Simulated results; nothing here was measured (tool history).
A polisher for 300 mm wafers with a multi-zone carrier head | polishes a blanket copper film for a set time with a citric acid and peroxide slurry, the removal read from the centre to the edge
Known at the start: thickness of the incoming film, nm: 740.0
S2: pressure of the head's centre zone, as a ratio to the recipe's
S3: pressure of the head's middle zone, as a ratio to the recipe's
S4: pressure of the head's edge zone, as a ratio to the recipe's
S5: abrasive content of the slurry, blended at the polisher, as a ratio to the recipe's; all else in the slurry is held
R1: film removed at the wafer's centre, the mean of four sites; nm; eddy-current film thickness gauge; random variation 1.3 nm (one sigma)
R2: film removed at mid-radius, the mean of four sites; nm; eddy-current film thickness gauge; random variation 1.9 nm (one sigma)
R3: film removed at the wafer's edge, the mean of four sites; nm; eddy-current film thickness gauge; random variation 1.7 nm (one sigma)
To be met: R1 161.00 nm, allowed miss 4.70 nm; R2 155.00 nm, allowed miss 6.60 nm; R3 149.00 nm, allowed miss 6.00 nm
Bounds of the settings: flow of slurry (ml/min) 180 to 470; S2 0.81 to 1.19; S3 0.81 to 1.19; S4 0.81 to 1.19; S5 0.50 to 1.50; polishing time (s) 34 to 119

run 1 day=0.000 | flow_of_slurry_(ml/min)=300 S2=1.00 S3=1.00 S4=1.00 S5=1.00 polishing_time_(s)=76 | R1=274.43 R2=262.03 R3=266.25
run 2 day=0.079 | flow_of_slurry_(ml/min)=300 S2=1.00 S3=1.00 S4=0.96 S5=1.00 polishing_time_(s)=76 | R1=279.31 R2=269.42 R3=258.07
run 3 day=0.358 | flow_of_slurry_(ml/min)=300 S2=1.00 S3=1.00 S4=1.02 S5=1.00 polishing_time_(s)=76 | R1=272.19 R2=267.80 R3=268.76
run 4 day=0.562 | flow_of_slurry_(ml/min)=300 S2=1.00 S3=1.00 S4=1.02 S5=0.90 polishing_time_(s)=76 | R1=266.40 R2=264.96 R3=265.16
run 5 day=0.792 | flow_of_slurry_(ml/min)=300 S2=0.98 S3=0.96 S4=0.97 S5=0.80 polishing_time_(s)=66 | R1=223.57 R2=214.20 R3=216.06
run 6 day=1.004 | flow_of_slurry_(ml/min)=300 S2=0.96 S3=0.94 S4=0.93 S5=0.70 polishing_time_(s)=61 | R1=195.03 R2=191.19 R3=191.25
run 7 day=1.288 | flow_of_slurry_(ml/min)=305 S2=0.96 S3=0.93 S4=0.90 S5=0.65 polishing_time_(s)=58 | R1=181.87 R2=173.42 R3=177.40
run 8 day=1.517 | flow_of_slurry_(ml/min)=300 S2=0.97 S3=0.94 S4=0.87 S5=0.60 polishing_time_(s)=56 | R1=174.53 R2=166.54 R3=163.36

4 next moves are on the table. One of them brings every result within its allowed miss. Which?
run A day=1.746 | flow_of_slurry_(ml/min)=375 S2=1.14 S3=0.97 S4=0.81 S5=0.55 polishing_time_(s)=55 | R1=? R2=? R3=?
run B day=1.746 | flow_of_slurry_(ml/min)=300 S2=0.99 S3=0.96 S4=0.86 S5=0.65 polishing_time_(s)=50 | R1=? R2=? R3=?
run C day=1.746 | flow_of_slurry_(ml/min)=250 S2=0.86 S3=1.00 S4=0.81 S5=0.50 polishing_time_(s)=60 | R1=? R2=? R3=?
run D day=1.746 | flow_of_slurry_(ml/min)=305 S2=0.92 S3=0.97 S4=0.92 S5=0.55 polishing_time_(s)=55 | R1=? R2=? R3=?

move=A R1=198.90 R2=169.75 R3=158.83
move=B R1=160.10 R2=156.53 R3=152.19
move=C R1=154.48 R2=180.52 R3=165.53
move=D R1=157.66 R2=167.43 R3=166.30
A: further off than the last run
B: meets every target
C: takes the result that was furthest off past its target
D: brings the result that was furthest off to its target, and leaves another outside
Move B is the one to make.
